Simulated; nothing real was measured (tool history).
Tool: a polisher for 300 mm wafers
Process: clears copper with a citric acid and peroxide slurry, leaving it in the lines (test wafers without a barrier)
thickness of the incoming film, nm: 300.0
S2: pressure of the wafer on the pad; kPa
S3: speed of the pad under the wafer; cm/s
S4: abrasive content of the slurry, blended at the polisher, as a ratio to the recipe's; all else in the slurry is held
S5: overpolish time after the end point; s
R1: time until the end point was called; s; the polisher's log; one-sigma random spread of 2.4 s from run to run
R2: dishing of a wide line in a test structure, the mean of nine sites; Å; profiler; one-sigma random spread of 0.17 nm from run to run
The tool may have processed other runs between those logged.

{"run": 1, "day": 0.0, "flow of slurry (ml/min)": 305, "S2": 23.4, "S3": 112, "S4": 1.0, "S5": 17, "R1": 136.06, "R2": 257.19}
{"run": 2, "day": 0.25, "flow of slurry (ml/min)": 305, "S2": 23.4, "S3": 124, "S4": 1.0, "S5": 17, "R1": 127.92, "R2": 269.96}
{"run": 3, "day": 0.617, "flow of slurry (ml/min)": 305, "S2": 22.1, "S3": 122, "S4": 1.0, "S5": 15, "R1": 134.6, "R2": 234.33}
{"run": 4, "day": 0.942, "flow of slurry (ml/min)": 305, "S2": 22.1, "S3": 122, "S4": 0.9, "S5": 15, "R1": 138.68, "R2": 231.82}
{"day": 1.258, "done": "worn pad replaced by a new one"}
{"run": 5, "day": 1.258, "flow of slurry (ml/min)": 370, "S2": 22.1, "S3": 122, "S4": 0.9, "S5": 15, "R1": 121.27, "R2": 246.05}
{"run": 6, "day": 1.55, "flow of slurry (ml/min)": 360, "S2": 20.0, "S3": 122, "S4": 0.9, "S5": 13, "R1": 130.58, "R2": 211.14}
{"run": 7, "day": 1.608, "flow of slurry (ml/min)": 345, "S2": 18.6, "S3": 120, "S4": 0.9, "S5": 12, "R1": 141.64, "R2": 182.17}

What will run 8 give?
{"run": 8, "day": 1.858, "flow of slurry (ml/min)": 325, "S2": 17.2, "S3": 120, "S4": 0.9, "S5": 11, "R1": "?", "R2": "?"}

R1: 142.48 s
R2: 164.71 Å
